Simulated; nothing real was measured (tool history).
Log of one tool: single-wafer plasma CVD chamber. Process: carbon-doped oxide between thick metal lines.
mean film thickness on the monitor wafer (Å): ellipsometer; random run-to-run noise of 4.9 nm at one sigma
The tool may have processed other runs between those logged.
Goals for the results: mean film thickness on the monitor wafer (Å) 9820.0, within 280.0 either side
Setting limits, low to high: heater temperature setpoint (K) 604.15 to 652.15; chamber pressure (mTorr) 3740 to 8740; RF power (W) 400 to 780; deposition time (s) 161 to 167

run  hour  heater temperature setpoint (K)  chamber pressure (mTorr)  RF power (W)  deposition time (s)  mean film thickness on the monitor wafer (Å)
  1   0.0                           628.15                      6240           590                  161                                        8514.3
  2   1.3                           628.15                      6270           605                  161                                        8633.6
  3   4.6                           621.15                      6270           605                  161                                        8797.5
  4   7.9                           612.15                      6270           605                  161                                        9024.3
  5   8.8                           622.15                      6270           605                  161                                        8875.7
  6  13.3                           612.15                      6270           605                  161                                        9138.2
  7  19.1                           612.15                      6290           610                  161                                        9071.8
     22.9  -- thermocouple changed; heater temperature recalibrated
  8  22.9                           612.15                      6300           620                  161                                        9376.2
  9  30.9                           612.15                      6330           625                  161                                        9499.3
 10  37.3                           612.15                      6370           625                  161                                        9495.9
 11  37.9                           612.15                      6410           625                  161                                        9519.4
 12  45.0                           612.15                      6450           625                  161                                        9579.9
 13  48.4                           612.15                      6480           625                  161                                        9550.5
 14  49.4                           612.15                      6480           625                  161                                        9458.4

Which of these 4 next moves meets every target?
  A  50.4                           606.15                      7230           590                  161                                             ?
  B  50.4                           612.15                      6300           580                  161                                             ?
  C  50.4                           611.15                      6680           640                  164                                             ?
  D  50.4                           611.15                      6850           575                  161                                             ?

move  mean film thickness on the monitor wafer (Å)
   A                                        9394.5
   B                                        8960.4
   C                                        9954.7
   D                                        9005.2
A: lands further from the targets than the last run did
B: lands further from the targets than the last run did
C: hits every target within its allowed miss
D: lands further from the targets than the last run did
The right move is C.
